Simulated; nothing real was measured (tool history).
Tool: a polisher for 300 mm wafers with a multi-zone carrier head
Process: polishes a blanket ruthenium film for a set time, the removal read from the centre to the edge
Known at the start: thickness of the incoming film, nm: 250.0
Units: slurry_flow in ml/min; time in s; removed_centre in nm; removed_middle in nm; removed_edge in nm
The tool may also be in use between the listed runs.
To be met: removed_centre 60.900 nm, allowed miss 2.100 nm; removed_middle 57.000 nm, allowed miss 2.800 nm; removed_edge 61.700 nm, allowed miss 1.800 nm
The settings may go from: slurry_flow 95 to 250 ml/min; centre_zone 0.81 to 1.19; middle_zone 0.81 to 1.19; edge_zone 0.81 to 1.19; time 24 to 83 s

run,hour,slurry_flow,centre_zone,middle_zone,edge_zone,time,removed_centre,removed_middle,removed_edge
1,0.0,160,1.00,1.00,1.00,53,88.968,90.076,90.077
2,1.0,160,1.00,1.00,1.00,43,70.959,73.045,72.673
3,2.4,125,1.00,1.00,1.00,43,66.420,69.747,70.775
4,5.4,125,0.93,1.00,1.00,43,62.470,69.072,70.618
5,9.1,125,0.93,1.00,0.92,43,62.129,68.251,68.308
6,9.7,125,0.94,0.98,0.91,42,61.504,67.372,66.201
7,17.5,120,0.95,0.95,0.92,42,62.958,64.766,65.665
8,22.3,115,0.95,0.93,0.92,42,60.575,62.702,65.757
9,27.4,115,0.96,0.92,0.91,42,61.915,61.056,64.548
10,36.3,115,0.96,0.91,0.90,42,61.131,61.537,65.122
11,43.0,115,0.97,0.90,0.89,42,61.906,60.879,63.858
12,46.0,115,0.97,0.89,0.89,42,62.590,59.424,64.111
13,50.2,115,0.97,0.89,0.88,42,62.472,60.505,64.030
14,59.0,115,0.97,0.88,0.88,42,61.137,59.253,64.318

Which of these 5 next moves meets every target?
A,67.8,130,1.05,1.00,0.81,39,?,?,?
B,67.8,155,0.95,0.84,0.86,39,?,?,?
C,67.8,120,0.94,0.89,0.93,43,?,?,?
D,67.8,95,1.05,1.14,0.91,38,?,?,?
E,67.8,95,1.16,0.94,0.83,40,?,?,?

move,removed_centre,removed_middle,removed_edge
A,65.589,62.324,58.912
B,61.969,56.122,62.138
C,63.096,61.062,67.634
D,57.277,61.691,56.138
E,66.561,55.106,57.168
A: takes the result that was furthest off past its target
B: meets every target
C: further off than the last run
D: takes the result that was furthest off past its target
E: takes the result that was furthest off past its target
Answer: B
